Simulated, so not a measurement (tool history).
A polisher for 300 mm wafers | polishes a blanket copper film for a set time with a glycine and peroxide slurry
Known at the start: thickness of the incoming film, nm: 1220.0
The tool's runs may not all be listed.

run  hour  flow of slurry (ml/min)  pressure of the wafer on the pad (psi)  speed of the pad under the wafer (m/s)  polishing time (s)  film removed (Å)
  1     0                      315                                     2.2                                    1.06                  50            2185.1
  2   1.8                      315                                     2.2                                     0.8                  50            1830.9
  3   9.4                      365                                     2.2                                     0.8                  50            1835.1
  4  13.4                      365                                     2.2                                    0.66                  50            1677.9
  5  18.8                      365                                     1.9                                    0.66                  50            1489.7
  6  26.1                      365                                     1.9                                    0.92                  50            1795.4
  7  32.1                      365                                     1.8                                    0.92                  50            1716.3

Forecast run 8:
  8    38                      365                                     1.7                                    0.92                  50                 ?

film removed (Å): 1643.2

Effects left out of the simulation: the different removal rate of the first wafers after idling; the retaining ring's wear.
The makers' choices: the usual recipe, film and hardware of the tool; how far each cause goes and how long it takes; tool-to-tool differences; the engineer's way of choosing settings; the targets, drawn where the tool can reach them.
